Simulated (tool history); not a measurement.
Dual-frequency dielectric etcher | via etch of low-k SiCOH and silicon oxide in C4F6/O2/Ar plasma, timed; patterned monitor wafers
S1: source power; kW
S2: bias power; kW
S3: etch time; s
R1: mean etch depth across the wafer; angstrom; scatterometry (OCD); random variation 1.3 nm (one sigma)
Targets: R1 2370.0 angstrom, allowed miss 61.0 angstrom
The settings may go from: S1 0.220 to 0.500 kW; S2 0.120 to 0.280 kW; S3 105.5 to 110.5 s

run,hour,S1,S2,S3,R1
1,0.0,0.360,0.200,105.5,3157.1
2,7.7,0.320,0.177,105.5,2771.5
3,14.2,0.360,0.177,105.5,2961.3
4,22.0,0.320,0.173,105.5,2787.6
5,28.6,0.320,0.202,105.5,2991.3
6,35.1,0.320,0.180,105.5,2817.5
7,37.1,0.290,0.175,105.5,2655.1
8,42.1,0.270,0.173,105.5,2559.9
9,46.0,0.260,0.172,105.5,2526.2
10,52.5,0.250,0.171,105.5,2458.7

Which of these 4 next moves meets every target?
A,59.0,0.260,0.171,107.0,?
B,59.0,0.230,0.198,110.5,?
C,59.0,0.270,0.161,110.5,?
D,59.0,0.240,0.159,109.0,?

move,R1
A,2538.7
B,2684.0
C,2578.3
D,2388.3
A: further off than the last run
B: further off than the last run
C: further off than the last run
D: meets every target
Answer: D

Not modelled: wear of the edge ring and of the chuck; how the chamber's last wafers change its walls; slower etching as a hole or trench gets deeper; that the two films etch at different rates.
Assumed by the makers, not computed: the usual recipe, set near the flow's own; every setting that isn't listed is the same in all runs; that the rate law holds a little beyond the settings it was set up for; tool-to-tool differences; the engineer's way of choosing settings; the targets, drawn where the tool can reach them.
